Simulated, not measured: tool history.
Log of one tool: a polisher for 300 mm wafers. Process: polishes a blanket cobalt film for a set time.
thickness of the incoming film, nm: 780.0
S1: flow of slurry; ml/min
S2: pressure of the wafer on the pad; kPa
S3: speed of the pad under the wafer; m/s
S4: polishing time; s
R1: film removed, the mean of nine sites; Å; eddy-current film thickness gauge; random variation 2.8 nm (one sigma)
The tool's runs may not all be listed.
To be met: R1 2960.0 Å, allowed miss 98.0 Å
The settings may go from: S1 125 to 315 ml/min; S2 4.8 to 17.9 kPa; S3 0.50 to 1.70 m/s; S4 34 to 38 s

| run | day | S1 | S2 | S3 | S4 | R1 |
|---|---|---|---|---|---|---|
| 1 | 0.000 | 205 | 11.0 | 1.10 | 38 | 1959.7 |
| 2 | 0.254 | 210 | 12.4 | 1.10 | 38 | 2223.7 |
| 3 | 0.479 | 215 | 13.1 | 1.10 | 38 | 2370.3 |
| 4 | 0.846 | 215 | 11.7 | 1.10 | 38 | 2106.4 |
| 5 | 0.904 | 220 | 13.1 | 1.10 | 38 | 2372.2 |
| 6 | 1.258 | 220 | 13.1 | 1.10 | 34 | 2104.8 |
| 7 | 1.362 | 230 | 16.5 | 1.12 | 34 | 2663.4 |
| 8 | 1.546 | 230 | 17.2 | 1.12 | 34 | 2822.0 |

5 next moves are on the table. One of them brings every result within its allowed miss. Which?
| A | 1.729 | 215 | 17.2 | 1.04 | 36 | ? |
| B | 1.729 | 305 | 17.9 | 1.02 | 36 | ? |
| C | 1.729 | 235 | 15.9 | 1.18 | 34 | ? |
| D | 1.729 | 185 | 15.2 | 1.20 | 36 | ? |
| E | 1.729 | 245 | 15.9 | 1.12 | 35 | ? |

| move | R1 |
|---|---|
| A | 2766.6 |
| B | 2945.2 |
| C | 2692.0 |
| D | 2674.5 |
| E | 2671.4 |
A: further off than the last run
B: meets every target
C: further off than the last run
D: further off than the last run
E: further off than the last run
The right move is B.
